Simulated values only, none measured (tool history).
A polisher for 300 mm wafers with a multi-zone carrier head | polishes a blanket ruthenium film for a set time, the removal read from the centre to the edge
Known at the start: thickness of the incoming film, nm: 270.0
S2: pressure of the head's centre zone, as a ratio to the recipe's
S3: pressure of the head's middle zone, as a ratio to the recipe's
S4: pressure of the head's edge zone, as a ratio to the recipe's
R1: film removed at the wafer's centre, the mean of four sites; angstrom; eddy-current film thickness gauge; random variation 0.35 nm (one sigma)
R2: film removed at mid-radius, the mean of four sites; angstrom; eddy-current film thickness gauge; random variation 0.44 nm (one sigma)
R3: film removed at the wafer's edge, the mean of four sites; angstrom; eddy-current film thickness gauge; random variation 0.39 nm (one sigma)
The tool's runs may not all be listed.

{"run": 1, "hour": 0.0, "flow of slurry (ml/min)": 300, "S2": 1, "S3": 1, "S4": 1, "polishing time (s)": 30, "R1": 466.05, "R2": 471.93, "R3": 475.47}
{"run": 2, "hour": 3.3, "flow of slurry (ml/min)": 300, "S2": 1, "S3": 1.04, "S4": 1, "polishing time (s)": 30, "R1": 460.97, "R2": 491.6, "R3": 483.42}
{"run": 3, "hour": 4.2, "flow of slurry (ml/min)": 315, "S2": 0.97, "S3": 1.07, "S4": 1.04, "polishing time (s)": 30, "R1": 449.38, "R2": 509.34, "R3": 494.13}
{"run": 4, "hour": 11.6, "flow of slurry (ml/min)": 350, "S2": 0.97, "S3": 1.07, "S4": 1.04, "polishing time (s)": 30, "R1": 457.73, "R2": 502.7, "R3": 499.33}
{"run": 5, "hour": 13.2, "flow of slurry (ml/min)": 350, "S2": 0.97, "S3": 1.07, "S4": 0.97, "polishing time (s)": 30, "R1": 467.79, "R2": 511.62, "R3": 486.69}
{"run": 6, "hour": 20.0, "flow of slurry (ml/min)": 395, "S2": 0.97, "S3": 1.07, "S4": 0.97, "polishing time (s)": 30, "R1": 461.36, "R2": 517.74, "R3": 489.52}
{"run": 7, "hour": 21.3, "flow of slurry (ml/min)": 405, "S2": 0.93, "S3": 1.09, "S4": 1.01, "polishing time (s)": 30, "R1": 441.13, "R2": 520.78, "R3": 499.74}
{"run": 8, "hour": 22.5, "flow of slurry (ml/min)": 410, "S2": 0.91, "S3": 1.11, "S4": 1.05, "polishing time (s)": 30, "R1": 440.66, "R2": 525.67, "R3": 506.7}

Forecast run 9:
{"run": 9, "hour": 23.6, "flow of slurry (ml/min)": 410, "S2": 0.88, "S3": 1.13, "S4": 1.08, "polishing time (s)": 30, "R1": "?", "R2": "?", "R3": "?"}

{"run 9": {"R1": 424.18, "R2": 541.17, "R3": 513.11}}
